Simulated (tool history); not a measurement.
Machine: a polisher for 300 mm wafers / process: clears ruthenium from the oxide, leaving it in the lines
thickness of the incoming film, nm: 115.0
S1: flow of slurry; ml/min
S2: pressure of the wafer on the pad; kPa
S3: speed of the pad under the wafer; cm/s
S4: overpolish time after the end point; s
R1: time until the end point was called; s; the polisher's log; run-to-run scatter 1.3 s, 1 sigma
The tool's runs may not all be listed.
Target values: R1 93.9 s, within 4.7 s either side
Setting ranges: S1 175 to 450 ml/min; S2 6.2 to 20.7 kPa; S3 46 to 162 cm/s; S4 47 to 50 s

run	hour	S1	S2	S3	S4	R1
1	0	290	13.1	104	47	127.68
2	0.8	265	13.1	104	47	130.25
3	7.9	265	10.3	104	47	166.53
4	9.5	265	12.4	106	47	138.88
5	10.8	265	12.4	84	47	172.47
6	19.6	275	14.5	86	47	141.55
7	23.6	275	18.6	90	47	111.23
8	31.1	285	19.3	92	47	105.64
9	39.2	285	20	94	47	98.912

Which of these 5 next moves meets every target?
A	47.3	280	17.2	116	47	?
B	47.3	300	20.7	106	47	?
C	47.3	350	19.3	90	47	?
D	47.3	275	20.7	86	47	?
E	47.3	290	20.7	106	47	?

move	R1
A	93.241
B	85.154
C	103.35
D	105.21
E	85.635
A: every result lands within tolerance
B: carries the result that was furthest off beyond its target, to the other side
C: moves away from the targets compared with the last run
D: moves away from the targets compared with the last run
E: carries the result that was furthest off beyond its target, to the other side
The right move is A.

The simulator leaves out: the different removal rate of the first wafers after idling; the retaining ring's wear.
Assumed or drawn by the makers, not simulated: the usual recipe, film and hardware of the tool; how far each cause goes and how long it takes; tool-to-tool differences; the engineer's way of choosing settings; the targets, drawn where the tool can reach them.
